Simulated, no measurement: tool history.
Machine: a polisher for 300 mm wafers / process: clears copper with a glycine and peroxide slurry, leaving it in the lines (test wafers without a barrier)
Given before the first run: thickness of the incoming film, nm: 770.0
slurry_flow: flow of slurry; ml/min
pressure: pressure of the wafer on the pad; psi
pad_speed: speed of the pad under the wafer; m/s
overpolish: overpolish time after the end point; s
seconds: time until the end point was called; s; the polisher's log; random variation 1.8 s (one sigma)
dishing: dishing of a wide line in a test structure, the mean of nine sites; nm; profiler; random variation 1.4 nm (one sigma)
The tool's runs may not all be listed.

run,hour,slurry_flow,pressure,pad_speed,overpolish,seconds,dishing
1,0.0,195,2.2,1.26,20,134.40,54.561
2,4.7,195,2.3,1.26,20,130.47,55.558
3,5.6,195,2.3,1.08,20,147.36,52.841
4,7.4,195,1.9,1.08,20,167.05,47.793
5,14.2,195,1.9,1.08,12,166.77,36.158
6,16.8,195,2.4,1.08,12,144.01,38.789

What does the tool deliver on the next run?
# hour 19.9: worn pad replaced by a new one
7,19.9,195,2.5,1.10,13,?,?

Run 7 gave seconds 124.46 s, dishing 47.320 nm.
